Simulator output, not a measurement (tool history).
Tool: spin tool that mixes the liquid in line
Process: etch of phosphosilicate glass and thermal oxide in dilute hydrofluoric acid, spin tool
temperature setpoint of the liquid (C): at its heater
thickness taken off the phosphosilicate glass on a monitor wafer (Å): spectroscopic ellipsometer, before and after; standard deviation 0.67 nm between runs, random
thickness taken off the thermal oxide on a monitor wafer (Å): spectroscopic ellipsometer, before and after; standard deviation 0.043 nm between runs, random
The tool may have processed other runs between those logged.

run	hour	temperature setpoint of the liquid (C)	parts of water to one part of 49 % hydrofluoric acid (parts by volume)	time under the liquid (s)	thickness taken off the phosphosilicate glass on a monitor wafer (Å)	thickness taken off the thermal oxide on a monitor wafer (Å)
1	0.0	23.0	65	30	781.89	23.428
2	7.5	25.0	65	30	833.66	25.505
3	13.1	23.5	65	30	791.23	23.324
4	14.3	24.5	60	30	888.66	26.553
5	21.1	24.5	40	30	1375.30	42.414
6	24.6	24.5	30	30	1856.50	55.029
7	32.5	23.0	35	30	1488.90	44.790

For run 8, what comes out?
8	35.4	19.0	35	30	?	?

Run 8 gave thickness taken off the phosphosilicate glass on a monitor wafer (Å) 1257.90, thickness taken off the thermal oxide on a monitor wafer (Å) 38.469.
